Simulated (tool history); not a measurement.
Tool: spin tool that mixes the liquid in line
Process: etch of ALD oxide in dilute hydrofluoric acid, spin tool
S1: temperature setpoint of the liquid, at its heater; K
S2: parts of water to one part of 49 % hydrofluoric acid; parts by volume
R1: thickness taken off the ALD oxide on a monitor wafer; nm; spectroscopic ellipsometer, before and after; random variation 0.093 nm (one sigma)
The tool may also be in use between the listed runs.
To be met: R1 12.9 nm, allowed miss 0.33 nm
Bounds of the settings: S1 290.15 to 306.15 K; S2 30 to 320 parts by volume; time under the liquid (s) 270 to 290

{"run": 1, "hour": 0.0, "S1": 298.15, "S2": 175, "time under the liquid (s)": 270, "R1": 22.024}
{"run": 2, "hour": 6.5, "S1": 298.15, "S2": 220, "time under the liquid (s)": 270, "R1": 16.761}
{"run": 3, "hour": 11.9, "S1": 296.15, "S2": 220, "time under the liquid (s)": 270, "R1": 15.31}
{"run": 4, "hour": 18.7, "S1": 294.65, "S2": 220, "time under the liquid (s)": 270, "R1": 14.751}
{"run": 5, "hour": 27.4, "S1": 296.65, "S2": 220, "time under the liquid (s)": 270, "R1": 15.826}
{"run": 6, "hour": 30.1, "S1": 296.65, "S2": 220, "time under the liquid (s)": 270, "R1": 15.684}
{"run": 7, "hour": 31.2, "S1": 295.15, "S2": 220, "time under the liquid (s)": 270, "R1": 14.792}
{"run": 8, "hour": 37.5, "S1": 294.15, "S2": 220, "time under the liquid (s)": 270, "R1": 14.38}
{"run": 9, "hour": 42.0, "S1": 293.15, "S2": 220, "time under the liquid (s)": 270, "R1": 13.82}
{"run": 10, "hour": 46.2, "S1": 292.65, "S2": 220, "time under the liquid (s)": 270, "R1": 13.425}
{"run": 11, "hour": 49.7, "S1": 292.15, "S2": 220, "time under the liquid (s)": 270, "R1": 13.336}

4 next moves are on the table. One of them brings every result within its allowed miss. Which?
{"run": "A", "hour": 53.2, "S1": 291.15, "S2": 225, "time under the liquid (s)": 280, "R1": "?"}
{"run": "B", "hour": 53.2, "S1": 291.65, "S2": 230, "time under the liquid (s)": 270, "R1": "?"}
{"run": "C", "hour": 53.2, "S1": 295.65, "S2": 235, "time under the liquid (s)": 270, "R1": "?"}
{"run": "D", "hour": 53.2, "S1": 291.65, "S2": 240, "time under the liquid (s)": 285, "R1": "?"}

move=A R1=13.008
move=B R1=12.454
move=C R1=14.104
move=D R1=12.483
A: meets every target
B: takes the result that was furthest off past its target
C: further off than the last run
D: takes the result that was furthest off past its target
Move A is the one to make.
